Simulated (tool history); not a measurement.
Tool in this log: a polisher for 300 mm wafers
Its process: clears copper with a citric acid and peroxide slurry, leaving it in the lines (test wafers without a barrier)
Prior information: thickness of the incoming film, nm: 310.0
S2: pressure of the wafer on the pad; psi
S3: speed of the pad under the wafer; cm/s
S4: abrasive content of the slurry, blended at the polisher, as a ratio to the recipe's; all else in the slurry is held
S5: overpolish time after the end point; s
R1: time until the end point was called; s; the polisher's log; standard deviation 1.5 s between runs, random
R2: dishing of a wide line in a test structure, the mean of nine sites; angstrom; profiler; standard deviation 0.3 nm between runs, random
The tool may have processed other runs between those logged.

run 1 day=0.000 | flow_of_slurry_(ml/min)=225 S2=3.7 S3=142 S4=1.00 S5=23 | R1=69.500 R2=584.00
run 2 day=0.108 | flow_of_slurry_(ml/min)=225 S2=3.7 S3=142 S4=1.00 S5=29 | R1=68.801 R2=684.06
run 3 day=0.192 | flow_of_slurry_(ml/min)=225 S2=3.7 S3=142 S4=1.00 S5=34 | R1=69.615 R2=739.78
run 4 day=0.425 | flow_of_slurry_(ml/min)=225 S2=4.5 S3=142 S4=1.00 S5=34 | R1=57.095 R2=825.34
run 5 day=0.733 | flow_of_slurry_(ml/min)=225 S2=4.5 S3=158 S4=1.00 S5=34 | R1=51.918 R2=861.34
run 6 day=1.012 | flow_of_slurry_(ml/min)=220 S2=4.1 S3=142 S4=0.95 S5=29 | R1=64.069 R2=718.69
run 7 day=1.092 | flow_of_slurry_(ml/min)=225 S2=3.7 S3=130 S4=1.00 S5=26 | R1=75.577 R2=597.66
run 8 day=1.338 | flow_of_slurry_(ml/min)=230 S2=3.4 S3=122 S4=1.05 S5=23 | R1=86.889 R2=506.56

Forecast run 9:
run 9 day=1.579 | flow_of_slurry_(ml/min)=230 S2=3.1 S3=116 S4=1.05 S5=21 | R1=? R2=?

{"run 9": {"R1": 96.445, "R2": 424.02}}

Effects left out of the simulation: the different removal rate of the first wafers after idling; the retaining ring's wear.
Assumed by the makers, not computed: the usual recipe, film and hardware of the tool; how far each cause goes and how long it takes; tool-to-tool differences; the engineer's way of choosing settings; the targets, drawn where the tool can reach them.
